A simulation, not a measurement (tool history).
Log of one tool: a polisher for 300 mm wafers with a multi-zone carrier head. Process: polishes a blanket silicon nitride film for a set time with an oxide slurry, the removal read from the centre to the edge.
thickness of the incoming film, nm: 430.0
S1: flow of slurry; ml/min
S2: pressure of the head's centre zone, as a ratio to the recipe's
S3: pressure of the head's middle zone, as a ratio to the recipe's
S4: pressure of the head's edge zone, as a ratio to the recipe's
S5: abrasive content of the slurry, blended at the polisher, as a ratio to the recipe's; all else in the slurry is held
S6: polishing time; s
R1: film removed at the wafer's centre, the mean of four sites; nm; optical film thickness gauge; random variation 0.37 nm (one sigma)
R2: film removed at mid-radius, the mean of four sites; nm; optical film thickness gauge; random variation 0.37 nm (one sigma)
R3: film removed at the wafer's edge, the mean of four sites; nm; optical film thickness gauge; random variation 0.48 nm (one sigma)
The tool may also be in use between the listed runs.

Run 1, hour 0: S1 265 ml/min, S2 1, S3 1, S4 1, S5 1, S6 32 s. Result: R1 26.63 nm, R2 26.361 nm, R3 26.774 nm.
Run 2, hour 5.9: S1 265 ml/min, S2 1.01, S3 1.01, S4 1.02, S5 1.05, S6 32 s. Result: R1 27.575 nm, R2 27.555 nm, R3 27.27 nm.
Run 3, hour 11.3: S1 300 ml/min, S2 1.01, S3 1.01, S4 1.02, S5 1.05, S6 32 s. Result: R1 28.099 nm, R2 27.852 nm, R3 27.669 nm.
Run 4, hour 19.7: S1 300 ml/min, S2 1.01, S3 1.01, S4 1.02, S5 1.15, S6 32 s. Result: R1 28.896 nm, R2 28.737 nm, R3 29.083 nm.
Run 5, hour 25.2: S1 300 ml/min, S2 1.02, S3 1.01, S4 1.03, S5 1.2, S6 32 s. Result: R1 29.9 nm, R2 29.191 nm, R3 29.584 nm.
Run 6, hour 33.5: S1 265 ml/min, S2 1.02, S3 1.01, S4 1.03, S5 1.2, S6 32 s. Result: R1 29.636 nm, R2 28.493 nm, R3 29.543 nm.
Run 7, hour 39.4: S1 270 ml/min, S2 1.02, S3 1.02, S4 1.04, S5 1.25, S6 32 s. Result: R1 29.833 nm, R2 29.145 nm, R3 29.696 nm.
Run 8, hour 40.6: S1 280 ml/min, S2 1.02, S3 1.02, S4 1.05, S5 1.3, S6 32 s. Result: R1 30.427 nm, R2 29.719 nm, R3 30.904 nm.
Run 9, hour 47.9: S1 285 ml/min, S2 1.03, S3 1.03, S4 1.05, S5 1.3, S6 32 s. Result: R1 30.625 nm, R2 30.569 nm, R3 30.873 nm.

Forecast run 10:
Run 10, hour 53.8: S1 285 ml/min, S2 1.03, S3 1.03, S4 1.05, S5 1.3, S6 32 s. Result: R1 ?, R2 ?, R3 ?.

Run 10 gave R1 30.504 nm, R2 30.07 nm, R3 30.446 nm.
